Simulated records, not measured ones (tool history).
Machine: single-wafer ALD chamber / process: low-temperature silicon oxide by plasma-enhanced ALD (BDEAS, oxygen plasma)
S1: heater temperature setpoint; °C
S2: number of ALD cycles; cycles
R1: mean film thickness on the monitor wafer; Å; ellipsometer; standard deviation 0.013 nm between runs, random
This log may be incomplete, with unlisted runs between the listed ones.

run	hour	S1	S2	R1
1	0	110	32	46.777
2	5	105	32	46.962
3	7	110	32	46.967
4	9.6	110	28	41.016
5	14.1	110	31	45.386
6	17.8	110	32	46.638
7	22	110	33	48.36

Run 8 is up next; what results do you expect?
8	26.7	110	34	?

{"run 8": {"R1": 49.802}}
